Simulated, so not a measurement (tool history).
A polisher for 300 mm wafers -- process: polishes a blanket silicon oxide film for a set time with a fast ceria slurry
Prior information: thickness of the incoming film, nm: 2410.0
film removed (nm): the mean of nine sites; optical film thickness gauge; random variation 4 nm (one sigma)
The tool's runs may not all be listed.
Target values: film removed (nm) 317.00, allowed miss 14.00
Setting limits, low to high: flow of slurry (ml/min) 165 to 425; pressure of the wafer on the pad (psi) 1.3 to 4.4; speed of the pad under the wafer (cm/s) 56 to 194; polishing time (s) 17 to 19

| run | hour | flow of slurry (ml/min) | pressure of the wafer on the pad (psi) | speed of the pad under the wafer (cm/s) | polishing time (s) | film removed (nm) |
|---|---|---|---|---|---|---|
| 1 | 0.0 | 275 | 2.8 | 124 | 19 | 349.36 |
| 2 | 5.0 | 275 | 2.8 | 124 | 19 | 339.24 |
| 3 | 13.1 | 275 | 2.2 | 124 | 19 | 273.03 |
| 4 | 16.8 | 275 | 2.2 | 104 | 19 | 228.88 |
|  | 20.3 | head pressure recalibrated |
| 5 | 20.3 | 305 | 2.2 | 104 | 19 | 254.09 |
| 6 | 22.2 | 305 | 2.2 | 88 | 19 | 217.58 |
| 7 | 30.3 | 335 | 2.4 | 88 | 19 | 238.74 |
| 8 | 33.6 | 350 | 2.6 | 88 | 19 | 259.86 |
| 9 | 37.9 | 360 | 2.8 | 88 | 19 | 277.85 |
| 10 | 46.6 | 365 | 2.9 | 88 | 19 | 285.70 |
| 11 | 52.6 | 370 | 3.0 | 88 | 19 | 294.71 |

Exactly one of the 4 candidate moves below puts every result within its allowed miss. Which one?
| A | 58.6 | 295 | 3.3 | 86 | 19 | ? |
| B | 58.6 | 380 | 3.0 | 82 | 19 | ? |
| C | 58.6 | 385 | 3.4 | 76 | 18 | ? |
| D | 58.6 | 355 | 3.1 | 78 | 18 | ? |

| move | film removed (nm) |
|---|---|
| A | 316.94 |
| B | 282.06 |
| C | 281.01 |
| D | 261.64 |
A: meets every target
B: misses by more than the last run did
C: misses by more than the last run did
D: misses by more than the last run did
Answer: A
